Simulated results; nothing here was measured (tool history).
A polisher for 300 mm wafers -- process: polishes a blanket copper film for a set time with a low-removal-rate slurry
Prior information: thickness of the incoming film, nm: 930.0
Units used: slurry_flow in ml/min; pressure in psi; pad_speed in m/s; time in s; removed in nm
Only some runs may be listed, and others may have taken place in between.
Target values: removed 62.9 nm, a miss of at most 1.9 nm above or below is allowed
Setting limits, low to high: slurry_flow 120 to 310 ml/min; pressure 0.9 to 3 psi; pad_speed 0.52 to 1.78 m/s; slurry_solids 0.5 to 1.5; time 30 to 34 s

Run 1, hour 0: slurry_flow 200 ml/min, pressure 1.9 psi, pad_speed 1.14 m/s, slurry_solids 1, time 34 s. Result: removed 77.514 nm.
Run 2, hour 6.5: slurry_flow 200 ml/min, pressure 1.9 psi, pad_speed 1.14 m/s, slurry_solids 0.85, time 34 s. Result: removed 76.186 nm.
Run 3, hour 14: slurry_flow 195 ml/min, pressure 1.8 psi, pad_speed 1.14 m/s, slurry_solids 0.85, time 34 s. Result: removed 70.816 nm.
Run 4, hour 19.9: slurry_flow 195 ml/min, pressure 1.8 psi, pad_speed 1.04 m/s, slurry_solids 0.85, time 34 s. Result: removed 67.994 nm.
Run 5, hour 25.8: slurry_flow 195 ml/min, pressure 1.4 psi, pad_speed 1.04 m/s, slurry_solids 0.85, time 34 s. Result: removed 56 nm.
Run 6, hour 29.1: slurry_flow 200 ml/min, pressure 1.4 psi, pad_speed 1.04 m/s, slurry_solids 0.85, time 34 s. Result: removed 55.815 nm.
Run 7, hour 32.3: slurry_flow 205 ml/min, pressure 1.4 psi, pad_speed 1.04 m/s, slurry_solids 0.85, time 34 s. Result: removed 55.452 nm.
Run 8, hour 39.8: slurry_flow 205 ml/min, pressure 1.5 psi, pad_speed 1.04 m/s, slurry_solids 0.85, time 34 s. Result: removed 57.874 nm.

Pick the move, out of 4, that brings all results within their allowed miss; only one does.
Run A, hour 47.3: slurry_flow 310 ml/min, pressure 1.4 psi, pad_speed 1.04 m/s, slurry_solids 0.9, time 34 s. Result: removed ?.
Run B, hour 47.3: slurry_flow 160 ml/min, pressure 1.3 psi, pad_speed 1.2 m/s, slurry_solids 0.95, time 33 s. Result: removed ?.
Run C, hour 47.3: slurry_flow 160 ml/min, pressure 1.9 psi, pad_speed 0.86 m/s, slurry_solids 1.25, time 34 s. Result: removed ?.
Run D, hour 47.3: slurry_flow 220 ml/min, pressure 1.4 psi, pad_speed 1.06 m/s, slurry_solids 0.85, time 34 s. Result: removed ?.

move  removed
   A   59.278
   B   57.886
   C   62.631
   D   57.644
A: nearer than the last run, and not there yet
B: just as far off the targets as the last run
C: each result inside its tolerance
D: just as far off the targets as the last run
Correct choice: C, which meets every target
